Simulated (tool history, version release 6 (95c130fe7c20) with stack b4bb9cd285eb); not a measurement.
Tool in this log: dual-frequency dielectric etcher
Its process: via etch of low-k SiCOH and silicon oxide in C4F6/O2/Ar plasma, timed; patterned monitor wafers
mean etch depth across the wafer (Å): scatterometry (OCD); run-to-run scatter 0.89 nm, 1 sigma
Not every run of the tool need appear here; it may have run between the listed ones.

run	hour	source power (W)	bias power (W)	etch time (s)	mean etch depth across the wafer (Å)
1	0.0	470	179	66.5	1842.5
2	5.1	470	179	66.5	1827.6
3	6.8	470	179	66.5	1833.7
4	12.4	510	179	66.5	1868.8
5	21.4	510	158	66.5	1776.6
6	23.6	510	158	69.5	1869.5
7	26.7	530	160	69.5	1910.5
8	28.5	550	161	69.5	1937.7
9	30.8	560	162	69.5	1937.5
10	32.3	570	164	69.5	1944.7
11	39.2	580	167	69.5	1978.7
12	44.0	590	168	69.5	1992.5

What will run 13 give?
13	52.0	600	169	69.5	?

{"run 13": {"mean etch depth across the wafer (Å)": 2017.2}}

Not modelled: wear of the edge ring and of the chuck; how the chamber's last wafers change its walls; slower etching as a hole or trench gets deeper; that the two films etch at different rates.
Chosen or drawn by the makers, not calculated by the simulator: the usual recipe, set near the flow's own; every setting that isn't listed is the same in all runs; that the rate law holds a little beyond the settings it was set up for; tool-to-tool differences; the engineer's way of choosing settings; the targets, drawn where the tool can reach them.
